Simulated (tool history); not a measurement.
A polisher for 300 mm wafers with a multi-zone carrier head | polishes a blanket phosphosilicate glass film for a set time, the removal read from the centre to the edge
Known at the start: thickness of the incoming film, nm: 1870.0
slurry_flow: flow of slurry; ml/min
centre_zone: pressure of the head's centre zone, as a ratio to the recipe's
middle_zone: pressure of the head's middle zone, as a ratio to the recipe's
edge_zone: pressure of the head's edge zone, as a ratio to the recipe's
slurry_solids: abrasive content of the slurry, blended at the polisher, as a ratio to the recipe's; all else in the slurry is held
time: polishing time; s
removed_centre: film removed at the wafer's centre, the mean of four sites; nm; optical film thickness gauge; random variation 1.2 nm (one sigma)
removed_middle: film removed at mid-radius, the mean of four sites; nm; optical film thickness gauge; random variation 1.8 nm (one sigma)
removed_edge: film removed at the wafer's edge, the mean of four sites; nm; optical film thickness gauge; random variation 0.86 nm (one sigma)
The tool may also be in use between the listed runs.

| run | hour | slurry_flow | centre_zone | middle_zone | edge_zone | slurry_solids | time | removed_centre | removed_middle | removed_edge |
|---|---|---|---|---|---|---|---|---|---|---|
| 1 | 0 | 165 | 1 | 1 | 1 | 1 | 35 | 250.42 | 257.75 | 254.89 |
| 2 | 8.7 | 165 | 1.05 | 1 | 1 | 1 | 35 | 264.59 | 265.42 | 253.72 |
| 3 | 10.4 | 165 | 1.05 | 1 | 1 | 0.85 | 35 | 243.53 | 239.07 | 234.8 |
| 4 | 12.8 | 165 | 1.05 | 0.99 | 0.98 | 0.8 | 34 | 226.77 | 222.1 | 215.34 |
| 5 | 20.9 | 165 | 1.05 | 0.98 | 0.96 | 0.75 | 33 | 215.23 | 212.68 | 204.99 |
| 6 | 25.7 | 165 | 1.05 | 1.01 | 0.96 | 0.75 | 33 | 214.57 | 211.48 | 203.38 |
| 7 | 32.7 | 165 | 1.06 | 1 | 0.95 | 0.7 | 32 | 201.03 | 194.09 | 188.74 |
| 8 | 39.2 | 160 | 1.06 | 0.99 | 0.94 | 0.7 | 31 | 195.87 | 190.35 | 181.54 |
| 9 | 40.4 | 155 | 1.06 | 0.97 | 0.93 | 0.7 | 30 | 187.49 | 178.23 | 175.54 |
| 10 | 45 | 160 | 1.1 | 0.94 | 0.83 | 0.5 | 22 | 116.05 | 103.25 | 99.886 |
| 11 | 52.1 | 165 | 1.11 | 0.95 | 0.85 | 0.5 | 22 | 118.76 | 106.22 | 101.79 |
| 12 | 60 | 165 | 1.12 | 0.96 | 0.87 | 0.5 | 22 | 117.49 | 105.66 | 101.36 |

Forecast run 13:
| 13 | 62.4 | 170 | 1.13 | 0.96 | 0.88 | 0.55 | 22 | ? | ? | ? |

{"run 13": {"removed_centre": 128.49, "removed_middle": 113.69, "removed_edge": 109.76}}

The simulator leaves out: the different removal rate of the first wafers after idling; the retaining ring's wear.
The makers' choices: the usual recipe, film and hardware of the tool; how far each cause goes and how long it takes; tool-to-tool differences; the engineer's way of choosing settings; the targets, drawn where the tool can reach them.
